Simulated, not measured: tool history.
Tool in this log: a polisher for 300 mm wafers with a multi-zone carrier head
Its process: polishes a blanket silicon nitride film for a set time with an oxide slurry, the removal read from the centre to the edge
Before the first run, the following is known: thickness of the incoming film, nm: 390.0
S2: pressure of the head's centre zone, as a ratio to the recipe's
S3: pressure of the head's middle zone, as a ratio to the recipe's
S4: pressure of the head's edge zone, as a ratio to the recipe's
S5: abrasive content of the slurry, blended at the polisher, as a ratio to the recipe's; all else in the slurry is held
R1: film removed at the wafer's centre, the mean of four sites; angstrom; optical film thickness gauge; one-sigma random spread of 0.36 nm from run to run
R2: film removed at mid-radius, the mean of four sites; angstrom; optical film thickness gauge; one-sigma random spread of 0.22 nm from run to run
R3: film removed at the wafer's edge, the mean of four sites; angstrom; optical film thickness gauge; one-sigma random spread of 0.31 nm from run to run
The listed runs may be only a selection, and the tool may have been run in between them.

Run 1, hour 0.0: flow of slurry (ml/min) 195, S2 1.00, S3 1.00, S4 1.00, S5 1.00, polishing time (s) 52. Result: R1 440.13 angstrom, R2 454.80 angstrom, R3 454.24 angstrom.
Run 2, hour 1.2: flow of slurry (ml/min) 190, S2 0.98, S3 0.98, S4 1.00, S5 0.95, polishing time (s) 52. Result: R1 422.73 angstrom, R2 434.63 angstrom, R3 443.41 angstrom.
Run 3, hour 3.3: flow of slurry (ml/min) 185, S2 0.96, S3 0.97, S4 1.00, S5 0.90, polishing time (s) 51. Result: R1 390.65 angstrom, R2 415.40 angstrom, R3 415.54 angstrom.
Run 4, hour 11.3: flow of slurry (ml/min) 185, S2 0.96, S3 0.93, S4 1.00, S5 0.90, polishing time (s) 51. Result: R1 393.40 angstrom, R2 396.67 angstrom, R3 411.71 angstrom.
Run 5, hour 17.9: flow of slurry (ml/min) 180, S2 0.94, S3 0.92, S4 1.02, S5 0.85, polishing time (s) 51. Result: R1 360.23 angstrom, R2 381.16 angstrom, R3 404.16 angstrom.
Run 6, hour 21.9: flow of slurry (ml/min) 180, S2 0.94, S3 0.86, S4 1.02, S5 0.85, polishing time (s) 51. Result: R1 377.75 angstrom, R2 366.22 angstrom, R3 408.05 angstrom.
Run 7, hour 26.8: flow of slurry (ml/min) 130, S2 0.84, S3 0.86, S4 1.03, S5 0.60, polishing time (s) 48. Result: R1 227.43 angstrom, R2 252.12 angstrom, R3 286.02 angstrom.
Run 8, hour 32.4: flow of slurry (ml/min) 140, S2 0.84, S3 0.86, S4 1.04, S5 0.60, polishing time (s) 48. Result: R1 233.11 angstrom, R2 252.61 angstrom, R3 287.30 angstrom.
Run 9, hour 39.9: flow of slurry (ml/min) 145, S2 0.84, S3 0.87, S4 1.05, S5 0.60, polishing time (s) 48. Result: R1 236.66 angstrom, R2 260.93 angstrom, R3 291.11 angstrom.
Run 10, hour 44.0: flow of slurry (ml/min) 150, S2 0.84, S3 0.87, S4 1.06, S5 0.60, polishing time (s) 48. Result: R1 236.04 angstrom, R2 260.38 angstrom, R3 298.27 angstrom.
Run 11, hour 49.1: flow of slurry (ml/min) 155, S2 0.84, S3 0.87, S4 1.06, S5 0.60, polishing time (s) 48. Result: R1 235.56 angstrom, R2 258.78 angstrom, R3 295.41 angstrom.
Run 12, hour 52.5: flow of slurry (ml/min) 165, S2 0.84, S3 0.88, S4 1.07, S5 0.60, polishing time (s) 48. Result: R1 246.52 angstrom, R2 264.92 angstrom, R3 297.68 angstrom.

Run 13 comes next. What will it give?
Run 13, hour 55.7: flow of slurry (ml/min) 165, S2 0.84, S3 0.89, S4 1.08, S5 0.60, polishing time (s) 48. Result: R1 ?, R2 ?, R3 ?.

Run 13 produced R1 239.38 angstrom, R2 265.65 angstrom, R3 299.21 angstrom.
